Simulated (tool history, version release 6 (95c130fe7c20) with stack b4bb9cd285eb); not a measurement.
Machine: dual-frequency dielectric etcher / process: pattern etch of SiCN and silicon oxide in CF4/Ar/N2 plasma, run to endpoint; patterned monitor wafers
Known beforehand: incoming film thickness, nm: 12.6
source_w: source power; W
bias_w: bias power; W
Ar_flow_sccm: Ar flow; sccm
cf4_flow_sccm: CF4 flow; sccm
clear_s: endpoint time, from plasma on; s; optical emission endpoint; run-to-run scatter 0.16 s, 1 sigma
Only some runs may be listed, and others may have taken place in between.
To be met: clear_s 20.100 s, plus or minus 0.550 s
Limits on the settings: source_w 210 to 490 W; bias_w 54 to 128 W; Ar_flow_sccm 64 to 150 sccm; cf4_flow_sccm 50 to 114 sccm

| run | hour | source_w | bias_w | Ar_flow_sccm | cf4_flow_sccm | clear_s |
|---|---|---|---|---|---|---|
| 1 | 0.0 | 350 | 91 | 107 | 82 | 15.983 |
| 2 | 6.4 | 350 | 91 | 96 | 82 | 15.988 |
| 3 | 9.1 | 350 | 91 | 96 | 68 | 16.391 |
| 4 | 10.8 | 350 | 91 | 96 | 63 | 16.220 |
| 5 | 12.3 | 340 | 91 | 96 | 63 | 16.780 |
| 6 | 19.5 | 340 | 84 | 96 | 63 | 16.991 |
| 7 | 28.3 | 330 | 84 | 96 | 63 | 17.315 |
| 8 | 34.4 | 320 | 83 | 96 | 63 | 17.746 |
| 9 | 35.5 | 310 | 83 | 96 | 63 | 18.508 |
| 10 | 42.5 | 290 | 82 | 96 | 63 | 19.218 |

4 candidate next runs follow, results not yet known. Just one meets every target within its allowed miss. Identify it.
| A | 49.5 | 260 | 67 | 104 | 76 | ? |
| B | 49.5 | 270 | 72 | 96 | 63 | ? |
| C | 49.5 | 250 | 74 | 84 | 64 | ? |
| D | 49.5 | 260 | 100 | 137 | 82 | ? |

| move | clear_s |
|---|---|
| A | 21.529 |
| B | 20.901 |
| C | 21.585 |
| D | 19.873 |
A: moves the result that the last run missed by most past its target, out the other side
B: moves the result that the last run missed by most past its target, out the other side
C: moves the result that the last run missed by most past its target, out the other side
D: all results land within tolerance of their targets
The move that meets every target is D.
